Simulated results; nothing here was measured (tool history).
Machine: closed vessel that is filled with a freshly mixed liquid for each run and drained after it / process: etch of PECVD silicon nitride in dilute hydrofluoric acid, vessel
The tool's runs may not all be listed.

run,hour,temperature setpoint of the liquid (K),parts of water to one part of 49 % hydrofluoric acid (parts by volume),time in the liquid (s),thickness taken off the PECVD silicon nitride on a monitor wafer (angstrom)
1,0.0,295.15,170,1550,245.78
2,8.6,295.15,170,1650,259.91
3,12.4,295.15,170,1650,260.06
4,15.8,296.65,170,1650,285.72
5,18.1,296.65,120,1650,407.20
6,22.4,296.15,120,1650,389.19

Expected results for the next run?
7,28.0,295.65,120,1650,?

{"run 7": {"thickness taken off the PECVD silicon nitride on a monitor wafer (angstrom)": 376.35}}
